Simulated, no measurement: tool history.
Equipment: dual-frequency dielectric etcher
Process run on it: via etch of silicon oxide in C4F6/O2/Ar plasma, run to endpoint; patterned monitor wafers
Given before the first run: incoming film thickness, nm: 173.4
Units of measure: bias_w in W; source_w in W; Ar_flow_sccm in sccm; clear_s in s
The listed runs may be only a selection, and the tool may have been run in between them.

{"run": 1, "day": 0.0, "bias_w": 465, "source_w": 300, "Ar_flow_sccm": 303, "clear_s": 41.35}
{"run": 2, "day": 0.208, "bias_w": 480, "source_w": 310, "Ar_flow_sccm": 302, "clear_s": 40.797}
{"run": 3, "day": 0.508, "bias_w": 480, "source_w": 310, "Ar_flow_sccm": 270, "clear_s": 39.613}
{"run": 4, "day": 0.629, "bias_w": 480, "source_w": 310, "Ar_flow_sccm": 299, "clear_s": 40.449}
{"run": 5, "day": 0.733, "bias_w": 480, "source_w": 340, "Ar_flow_sccm": 299, "clear_s": 39.322}
{"run": 6, "day": 0.933, "bias_w": 491, "source_w": 340, "Ar_flow_sccm": 297, "clear_s": 39.266}
{"run": 7, "day": 1.167, "bias_w": 491, "source_w": 340, "Ar_flow_sccm": 297, "clear_s": 39.595}
{"run": 8, "day": 1.5, "bias_w": 502, "source_w": 350, "Ar_flow_sccm": 291, "clear_s": 38.239}
{"run": 9, "day": 1.762, "bias_w": 510, "source_w": 350, "Ar_flow_sccm": 290, "clear_s": 38.102}

Forecast run 10:
{"run": 10, "day": 1.933, "bias_w": 518, "source_w": 350, "Ar_flow_sccm": 288, "clear_s": "?"}

Run 10 came out at clear_s 38.242 s.
